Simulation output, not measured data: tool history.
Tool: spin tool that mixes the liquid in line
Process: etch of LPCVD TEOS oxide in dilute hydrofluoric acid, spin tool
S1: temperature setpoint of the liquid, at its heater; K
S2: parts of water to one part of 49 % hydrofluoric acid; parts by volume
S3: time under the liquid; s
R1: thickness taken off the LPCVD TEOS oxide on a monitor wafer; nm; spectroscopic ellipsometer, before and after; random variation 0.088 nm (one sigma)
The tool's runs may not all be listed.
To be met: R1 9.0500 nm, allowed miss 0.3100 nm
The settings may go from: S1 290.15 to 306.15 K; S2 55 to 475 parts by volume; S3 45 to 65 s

run	hour	S1	S2	S3	R1
1	0.0	298.15	265	65	5.0306
2	6.6	299.65	245	65	5.9698
3	9.8	301.15	235	65	6.5340
4	14.5	301.15	235	45	4.6074
5	19.9	299.65	235	45	4.2262
6	26.9	299.65	155	45	7.0147
7	29.4	300.65	145	45	7.9753
8	32.4	301.65	145	45	8.3347
9	35.7	302.15	145	45	8.4783
10	41.8	304.15	140	45	9.5074

5 next moves are on the table. One of them brings every result within its allowed miss. Which?
A	47.9	303.65	135	45	?
B	47.9	305.15	150	45	?
C	47.9	304.65	140	45	?
D	47.9	305.15	190	65	?
E	47.9	305.15	140	45	?

move	R1
A	9.8497
B	9.1634
C	9.7787
D	9.9072
E	9.9543
A: further off than the last run
B: meets every target
C: further off than the last run
D: further off than the last run
E: further off than the last run
Answer: B
